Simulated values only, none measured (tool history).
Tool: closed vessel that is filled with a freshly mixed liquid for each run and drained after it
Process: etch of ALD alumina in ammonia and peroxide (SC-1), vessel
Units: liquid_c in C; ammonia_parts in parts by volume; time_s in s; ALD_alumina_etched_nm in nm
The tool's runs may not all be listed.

run	day	liquid_c	ammonia_parts	time_s	ALD_alumina_etched_nm
1	0	47	0.85	35	1.9021
2	0.279	43.5	0.85	35	1.5917
3	0.6	43.5	0.85	30	1.3411
4	0.817	43.5	1	30	1.3946
5	1.162	43.5	1	30	1.3945
6	1.204	43.5	1.15	30	1.3962
7	1.567	45	1.15	30	1.5118
8	1.658	45	1.15	30	1.5179
9	1.812	46.5	1.15	30	1.6478
10	2.1	48	1.15	30	1.8189
11	2.317	49	1.15	30	1.9002

Forecast run 12:
12	2.354	50	1.15	30	?

{"run 12": {"ALD_alumina_etched_nm": 1.9767}}

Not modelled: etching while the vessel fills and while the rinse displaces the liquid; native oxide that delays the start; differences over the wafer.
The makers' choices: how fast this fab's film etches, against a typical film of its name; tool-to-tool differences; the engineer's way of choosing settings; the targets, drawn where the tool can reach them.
